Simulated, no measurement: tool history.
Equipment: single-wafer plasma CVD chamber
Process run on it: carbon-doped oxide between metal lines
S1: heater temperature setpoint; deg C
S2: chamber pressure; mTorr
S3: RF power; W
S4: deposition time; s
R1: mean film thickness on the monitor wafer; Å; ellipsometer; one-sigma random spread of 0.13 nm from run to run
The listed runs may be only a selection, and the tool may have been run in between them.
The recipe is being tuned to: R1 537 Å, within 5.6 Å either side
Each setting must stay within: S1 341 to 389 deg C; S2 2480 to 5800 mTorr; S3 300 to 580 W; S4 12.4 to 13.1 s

run,hour,S1,S2,S3,S4,R1
1,0,365,4140,440,13.1,607.42
2,1.8,368,3860,435,13.1,593.6
3,8.1,371,3630,430,13.1,579.45
4,12,380,3630,430,13.1,572.48
5,16.1,380,4180,430,13.1,579.36
6,20.4,380,4180,485,13.1,627.28
7,29.1,381,3970,470,13.1,608.7
8,30.6,382,3780,460,13.1,599.81

Exactly one of the 4 candidate moves below puts every result within its allowed miss. Which one?
A,32.1,384,3650,430,12.4,?
B,32.1,378,4120,405,12.4,?
C,32.1,380,3450,425,12.7,?
D,32.1,379,3710,410,12.4,?

move,R1
A,536.74
B,526.7
C,545.99
D,524.23
A: each result inside its tolerance
B: moves the result that the last run missed by most past its target, out the other side
C: moves toward the targets from the last run without getting all of them in spec
D: moves the result that the last run missed by most past its target, out the other side
A is the move that brings every result within its allowed miss.
